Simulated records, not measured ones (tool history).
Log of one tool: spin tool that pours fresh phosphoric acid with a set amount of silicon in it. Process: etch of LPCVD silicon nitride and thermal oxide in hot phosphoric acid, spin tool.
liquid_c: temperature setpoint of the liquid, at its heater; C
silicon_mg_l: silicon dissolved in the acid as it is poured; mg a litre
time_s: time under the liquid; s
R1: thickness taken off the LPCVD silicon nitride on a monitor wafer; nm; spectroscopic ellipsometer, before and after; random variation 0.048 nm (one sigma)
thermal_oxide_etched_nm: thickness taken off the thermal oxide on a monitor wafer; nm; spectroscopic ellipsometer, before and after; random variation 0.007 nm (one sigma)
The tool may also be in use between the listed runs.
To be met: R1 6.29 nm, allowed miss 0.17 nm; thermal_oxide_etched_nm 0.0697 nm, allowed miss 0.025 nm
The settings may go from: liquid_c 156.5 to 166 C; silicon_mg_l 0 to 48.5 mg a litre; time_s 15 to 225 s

Run 1, hour 0: liquid_c 161 C, silicon_mg_l 21.5 mg a litre, time_s 115 s. Result: R1 10.048 nm, thermal_oxide_etched_nm 0.17116 nm.
Run 2, hour 3.6: liquid_c 161 C, silicon_mg_l 21.5 mg a litre, time_s 135 s. Result: R1 11.978 nm, thermal_oxide_etched_nm 0.22142 nm.
Run 3, hour 7.4: liquid_c 161 C, silicon_mg_l 21.5 mg a litre, time_s 110 s. Result: R1 9.6201 nm, thermal_oxide_etched_nm 0.19574 nm.
Run 4, hour 11: liquid_c 160.5 C, silicon_mg_l 23.5 mg a litre, time_s 105 s. Result: R1 9.1277 nm, thermal_oxide_etched_nm 0.14607 nm.
Run 5, hour 17.4: liquid_c 161.5 C, silicon_mg_l 23.5 mg a litre, time_s 105 s. Result: R1 9.3002 nm, thermal_oxide_etched_nm 0.18743 nm.
Run 6, hour 25.1: liquid_c 161.5 C, silicon_mg_l 12.5 mg a litre, time_s 105 s. Result: R1 9.5137 nm, thermal_oxide_etched_nm 0.29719 nm.
Run 7, hour 32.4: liquid_c 161 C, silicon_mg_l 14.5 mg a litre, time_s 100 s. Result: R1 8.8808 nm, thermal_oxide_etched_nm 0.16336 nm.
Run 8, hour 39.5: liquid_c 161 C, silicon_mg_l 14.5 mg a litre, time_s 95 s. Result: R1 8.2552 nm, thermal_oxide_etched_nm 0.1902 nm.
Run 9, hour 43.3: liquid_c 161 C, silicon_mg_l 14.5 mg a litre, time_s 95 s. Result: R1 8.3904 nm, thermal_oxide_etched_nm 0.20492 nm.
Run 10, hour 47.4: liquid_c 160.5 C, silicon_mg_l 15 mg a litre, time_s 95 s. Result: R1 8.2195 nm, thermal_oxide_etched_nm 0.20668 nm.
Run 11, hour 48.1: liquid_c 158 C, silicon_mg_l 28.5 mg a litre, time_s 75 s. Result: R1 6.0207 nm, thermal_oxide_etched_nm 0.072428 nm.
Run 12, hour 49.7: liquid_c 158 C, silicon_mg_l 29 mg a litre, time_s 75 s. Result: R1 5.9611 nm, thermal_oxide_etched_nm 0.076766 nm.
Run 13, hour 54.6: liquid_c 159 C, silicon_mg_l 36.5 mg a litre, time_s 80 s. Result: R1 6.5516 nm, thermal_oxide_etched_nm 0.071007 nm.
Run 14, hour 60: liquid_c 159 C, silicon_mg_l 36 mg a litre, time_s 80 s. Result: R1 6.6722 nm, thermal_oxide_etched_nm 0.071337 nm.
Run 15, hour 62.1: liquid_c 159 C, silicon_mg_l 35.5 mg a litre, time_s 80 s. Result: R1 6.6255 nm, thermal_oxide_etched_nm 0.065161 nm.
Run 16, hour 69.4: liquid_c 159 C, silicon_mg_l 35 mg a litre, time_s 80 s. Result: R1 6.5601 nm, thermal_oxide_etched_nm 0.078687 nm.
Run 17, hour 76.8: liquid_c 158.5 C, silicon_mg_l 35 mg a litre, time_s 80 s. Result: R1 6.4389 nm, thermal_oxide_etched_nm 0.071322 nm.
Run 18, hour 78.7: liquid_c 158.5 C, silicon_mg_l 34.5 mg a litre, time_s 80 s. Result: R1 6.5313 nm, thermal_oxide_etched_nm 0.075257 nm.

4 next moves are on the table. One of them brings every result within its allowed miss. Which?
Run A, hour 80.6: liquid_c 157.5 C, silicon_mg_l 36 mg a litre, time_s 80 s. Result: R1 ?, thermal_oxide_etched_nm ?.
Run B, hour 80.6: liquid_c 160 C, silicon_mg_l 33.5 mg a litre, time_s 80 s. Result: R1 ?, thermal_oxide_etched_nm ?.
Run C, hour 80.6: liquid_c 158.5 C, silicon_mg_l 36 mg a litre, time_s 85 s. Result: R1 ?, thermal_oxide_etched_nm ?.
Run D, hour 80.6: liquid_c 158.5 C, silicon_mg_l 32.5 mg a litre, time_s 85 s. Result: R1 ?, thermal_oxide_etched_nm ?.

move      R1  thermal_oxide_etched_nm
   A  6.3327                 0.059742
   B  6.8907                 0.081448
   C  6.9604                 0.068405
   D  6.9604                 0.081006
A: meets every target
B: further off than the last run
C: further off than the last run
D: further off than the last run
The right move is A.
